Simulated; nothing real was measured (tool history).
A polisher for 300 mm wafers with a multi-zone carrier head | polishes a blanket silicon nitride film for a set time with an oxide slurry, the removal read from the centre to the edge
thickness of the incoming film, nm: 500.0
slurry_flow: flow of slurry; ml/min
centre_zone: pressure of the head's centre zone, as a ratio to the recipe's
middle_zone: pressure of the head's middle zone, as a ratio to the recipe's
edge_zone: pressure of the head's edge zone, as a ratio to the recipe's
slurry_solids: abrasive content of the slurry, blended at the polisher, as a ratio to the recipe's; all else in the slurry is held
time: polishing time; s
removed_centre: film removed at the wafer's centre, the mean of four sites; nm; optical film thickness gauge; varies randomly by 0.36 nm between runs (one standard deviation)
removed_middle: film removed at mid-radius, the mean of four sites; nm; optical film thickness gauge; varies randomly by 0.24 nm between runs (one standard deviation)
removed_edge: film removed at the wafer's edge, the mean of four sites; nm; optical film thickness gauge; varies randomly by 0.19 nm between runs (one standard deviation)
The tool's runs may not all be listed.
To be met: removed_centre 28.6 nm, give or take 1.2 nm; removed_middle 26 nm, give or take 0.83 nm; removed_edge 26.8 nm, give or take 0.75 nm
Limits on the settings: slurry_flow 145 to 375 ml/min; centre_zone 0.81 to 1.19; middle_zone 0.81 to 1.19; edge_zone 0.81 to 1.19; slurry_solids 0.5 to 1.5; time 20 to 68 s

run  hour  slurry_flow  centre_zone  middle_zone  edge_zone  slurry_solids  time  removed_centre  removed_middle  removed_edge
  1     0          240            1            1          1              1    44          34.321          34.773        34.794
  2   6.9          235            1         0.97       0.96            0.9    44          33.027           32.69        32.627
  3   7.9          230            1         0.93       0.93            0.8    44          32.228          29.604        30.778
  4   8.6          275            1         0.93       0.93            0.8    44          32.156          30.486        30.741
  5  14.6          275         0.99         0.91       0.91           0.75    44          31.401           29.35        30.225
  6    19          270         0.99          0.9       0.89            0.7    44          30.603          28.341        29.173
  7    27          265         0.99         0.89       0.87           0.65    44          29.743          27.408        27.673
  8  31.5          255         0.98         0.88       0.86           0.65    44           29.69          27.086        27.781

Which of these 4 next moves meets every target?
  A    36          255         0.85         0.84       0.88            0.8    44               ?               ?             ?
  B    36          280         0.96         0.82       0.81            0.6    45               ?               ?             ?
  C    36          280          0.9          0.9       0.81            0.7    44               ?               ?             ?
  D    36          260         0.97         0.87       0.86            0.5    51               ?               ?             ?

move  removed_centre  removed_middle  removed_edge
   A           27.22          28.615        30.271
   B          28.487          25.993        26.913
   C          27.735          28.889        27.924
   D          30.088          28.369        28.945
A: the biggest miss grows against the last run
B: every result within its allowed miss
C: the biggest miss grows against the last run
D: the biggest miss grows against the last run
B meets every target.
